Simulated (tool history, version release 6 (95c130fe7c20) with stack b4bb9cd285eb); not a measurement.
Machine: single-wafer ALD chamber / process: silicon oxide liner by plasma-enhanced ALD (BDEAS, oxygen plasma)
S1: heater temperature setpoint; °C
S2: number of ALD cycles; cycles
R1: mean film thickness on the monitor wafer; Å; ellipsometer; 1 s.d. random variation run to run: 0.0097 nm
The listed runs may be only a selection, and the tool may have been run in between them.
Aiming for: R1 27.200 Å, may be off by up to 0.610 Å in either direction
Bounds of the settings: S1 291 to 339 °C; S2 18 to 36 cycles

run  hour   S1  S2      R1
  1   0.0  315  27  23.592
  2   1.8  320  27  23.232
  3   8.1  318  28  24.207
  4  12.7  308  28  24.548
  5  14.0  308  29  25.404
  6  19.8  308  25  22.043
  7  23.5  308  27  23.781
  8  32.2  307  28  24.587
  9  33.2  307  29  25.593

Which of these 5 next moves meets every target?
  A  34.2  314  30   ?
  B  34.2  302  29   ?
  C  34.2  310  29   ?
  D  34.2  308  31   ?
  E  34.2  311  29   ?

move      R1
   A  26.129
   B  25.751
   C  25.423
   D  27.264
   E  25.382
A: an improvement on the last run, though not all results are within tolerance
B: an improvement on the last run, though not all results are within tolerance
C: its largest miss is bigger than the last run's
D: hits every target within its allowed miss
E: its largest miss is bigger than the last run's
Go with D: it meets all targets.

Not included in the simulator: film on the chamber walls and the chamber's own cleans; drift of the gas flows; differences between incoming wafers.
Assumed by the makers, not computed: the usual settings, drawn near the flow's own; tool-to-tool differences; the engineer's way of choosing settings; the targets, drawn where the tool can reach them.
